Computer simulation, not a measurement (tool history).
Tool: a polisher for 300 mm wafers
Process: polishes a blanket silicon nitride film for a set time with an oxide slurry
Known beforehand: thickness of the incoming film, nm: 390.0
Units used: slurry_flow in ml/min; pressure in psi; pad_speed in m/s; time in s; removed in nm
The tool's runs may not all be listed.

run	hour	slurry_flow	pressure	pad_speed	slurry_solids	time	removed
1	0	295	4.1	1.22	1	52	49.469
2	6.7	295	4.1	1.22	0.85	52	43.757
3	14.7	295	4.1	1.22	0.85	55	46.919
4	21.9	295	4.7	1.24	0.85	55	52.175
5	28.2	295	5.1	1.32	0.85	55	59.05
6	29.5	295	5.4	1.38	0.85	55	62.959
7	36.3	295	5.6	1.44	0.85	55	67.191
8	44.7	295	6.3	1.56	0.85	55	77.715
9	46.3	295	6.3	1.56	0.85	55	79.559

Expected results for the next run?
10	47.4	295	6.3	1.58	0.85	55	?

{"run 10": {"removed": 79.592}}
